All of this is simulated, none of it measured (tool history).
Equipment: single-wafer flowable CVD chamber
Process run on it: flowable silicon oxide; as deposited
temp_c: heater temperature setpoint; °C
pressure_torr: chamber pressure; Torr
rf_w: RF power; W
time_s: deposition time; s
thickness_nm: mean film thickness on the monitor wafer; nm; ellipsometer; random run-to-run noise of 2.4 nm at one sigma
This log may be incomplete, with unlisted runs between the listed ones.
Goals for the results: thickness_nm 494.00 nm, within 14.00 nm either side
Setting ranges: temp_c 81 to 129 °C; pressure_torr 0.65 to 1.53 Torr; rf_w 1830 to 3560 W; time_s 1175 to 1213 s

run,hour,temp_c,pressure_torr,rf_w,time_s,thickness_nm
1,0.0,105,1.09,2695,1175,912.17
2,1.5,110,1.09,2695,1175,754.12
3,4.6,110,1.17,2695,1175,811.08
4,5.7,110,1.07,2695,1175,739.73
5,9.0,110,0.90,2695,1175,621.59
6,17.9,110,1.09,2695,1175,753.04
7,23.3,113,1.09,2695,1175,677.67
8,25.8,115,1.09,2695,1175,630.17
9,30.4,117,1.09,2695,1175,587.61

Exercise: of the 4 proposed moves below, exactly one satisfies all targets within the stated allowed misses. Which move is it?
A,35.0,122,0.95,2800,1213,?
B,35.0,116,0.92,2700,1177,?
C,35.0,121,1.11,2610,1200,?
D,35.0,121,1.02,2870,1175,?

move,thickness_nm
A,455.60
B,516.95
C,541.00
D,491.03
A: takes the biggest miss from the last run beyond its target
B: nearer than the last run, and not there yet
C: nearer than the last run, and not there yet
D: every result within its allowed miss
Answer: D
